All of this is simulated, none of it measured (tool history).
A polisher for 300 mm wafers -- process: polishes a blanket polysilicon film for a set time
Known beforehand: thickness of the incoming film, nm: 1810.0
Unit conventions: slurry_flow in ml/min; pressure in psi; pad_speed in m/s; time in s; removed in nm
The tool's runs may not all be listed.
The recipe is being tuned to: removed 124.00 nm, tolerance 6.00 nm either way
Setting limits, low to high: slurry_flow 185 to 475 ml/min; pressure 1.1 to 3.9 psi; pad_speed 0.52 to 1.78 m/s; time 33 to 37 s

run  hour  slurry_flow  pressure  pad_speed  time  removed
  1   0.0          305       2.5       1.14    37   335.67
  2   2.7          305       2.5       1.14    33   300.48
  3   8.1          305       3.1       1.14    33   367.27
  4  10.2          305       2.8       1.06    33   304.25
  5  18.4          305       2.8       1.06    37   339.08
  6  19.9          305       3.3       1.06    37   402.12
  7  21.3          305       3.0       1.00    37   351.52
  8  23.0          305       2.8       0.94    37   308.28
  9  28.6          305       2.6       0.88    37   274.68
 10  37.6          305       2.4       0.84    37   238.45
 11  38.9          305       1.7       0.74    37   157.60
 12  43.4          305       1.6       0.74    37   155.29
 13  47.1          305       1.5       0.74    37   146.61

Consider the 5 candidate settings below. Which is the only one whose results all fall within their allowed miss of target?
  A  50.8          310       1.6       0.68    33        ?
  B  50.8          310       1.5       0.84    33        ?
  C  50.8          330       1.7       0.88    37        ?
  D  50.8          240       1.5       0.82    33        ?
  E  50.8          330       1.6       0.78    33        ?

move  removed
   A   125.64
   B   145.87
   C   190.29
   D   139.90
   E   143.81
A: all results in spec
B: about as far from the targets as the last run
C: lands further from the targets than the last run did
D: moves toward the targets from the last run without getting all of them in spec
E: moves toward the targets from the last run without getting all of them in spec
Go with A: it meets all targets.
